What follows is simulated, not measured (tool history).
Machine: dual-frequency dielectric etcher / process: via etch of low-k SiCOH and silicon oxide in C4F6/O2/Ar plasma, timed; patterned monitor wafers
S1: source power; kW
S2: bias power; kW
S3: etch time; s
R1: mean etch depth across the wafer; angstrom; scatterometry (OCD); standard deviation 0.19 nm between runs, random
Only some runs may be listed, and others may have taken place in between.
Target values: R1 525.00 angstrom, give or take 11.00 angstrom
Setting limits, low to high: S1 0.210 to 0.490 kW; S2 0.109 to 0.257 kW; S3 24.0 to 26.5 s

run 1 day=0.000 | S1=0.350 S2=0.183 S3=26.5 | R1=613.42
run 2 day=0.096 | S1=0.350 S2=0.183 S3=26.5 | R1=610.31
run 3 day=0.129 | S1=0.350 S2=0.183 S3=26.5 | R1=612.10
run 4 day=0.421 | S1=0.320 S2=0.179 S3=26.5 | R1=591.10
run 5 day=0.625 | S1=0.290 S2=0.179 S3=26.5 | R1=572.62
run 6 day=0.921 | S1=0.270 S2=0.176 S3=26.5 | R1=560.99
run 7 day=1.221 | S1=0.260 S2=0.173 S3=26.5 | R1=550.12
run 8 day=1.300 | S1=0.250 S2=0.171 S3=26.5 | R1=546.18

Pick the move, out of 4, that brings all results within their allowed miss; only one does.
run A day=1.379 | S1=0.270 S2=0.208 S3=25.5 | R1=?
run B day=1.379 | S1=0.260 S2=0.175 S3=25.0 | R1=?
run C day=1.379 | S1=0.260 S2=0.172 S3=26.5 | R1=?
run D day=1.379 | S1=0.220 S2=0.199 S3=26.5 | R1=?

move=A R1=565.38
move=B R1=525.72
move=C R1=554.99
move=D R1=549.36
A: moves away from the targets compared with the last run
B: every result within its allowed miss
C: moves away from the targets compared with the last run
D: moves away from the targets compared with the last run
B is the move that brings every result within its allowed miss.

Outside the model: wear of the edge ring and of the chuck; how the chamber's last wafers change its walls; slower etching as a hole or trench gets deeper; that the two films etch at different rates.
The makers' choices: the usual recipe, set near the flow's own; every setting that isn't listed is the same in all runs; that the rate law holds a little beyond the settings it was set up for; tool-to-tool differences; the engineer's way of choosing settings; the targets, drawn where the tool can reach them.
